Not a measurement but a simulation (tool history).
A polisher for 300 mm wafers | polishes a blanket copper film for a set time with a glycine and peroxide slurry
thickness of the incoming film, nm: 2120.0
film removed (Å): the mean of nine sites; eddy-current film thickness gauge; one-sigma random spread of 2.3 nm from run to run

run,day,flow of slurry (ml/min),pressure of the wafer on the pad (kPa),speed of the pad under the wafer (m/s),polishing time (s),film removed (Å)
1,0,315,13.8,1.04,69,3514.4
2,0.108,315,12.4,1.02,69,3221.2
3,0.15,315,12.4,1.02,73,3379.8
4,0.508,315,15.9,1.02,73,4183.6
# day 0.838: head pressure recalibrated
5,0.838,315,15.9,1.18,73,4495.7
6,1.196,315,15.9,1.02,73,3962
7,1.321,315,13.8,0.96,73,3361.1

Run 8 has not been measured yet. What should we expect?
8,1.608,315,12.4,0.94,73,?

{"run 8": {"film removed (Å)": 3054.9}}

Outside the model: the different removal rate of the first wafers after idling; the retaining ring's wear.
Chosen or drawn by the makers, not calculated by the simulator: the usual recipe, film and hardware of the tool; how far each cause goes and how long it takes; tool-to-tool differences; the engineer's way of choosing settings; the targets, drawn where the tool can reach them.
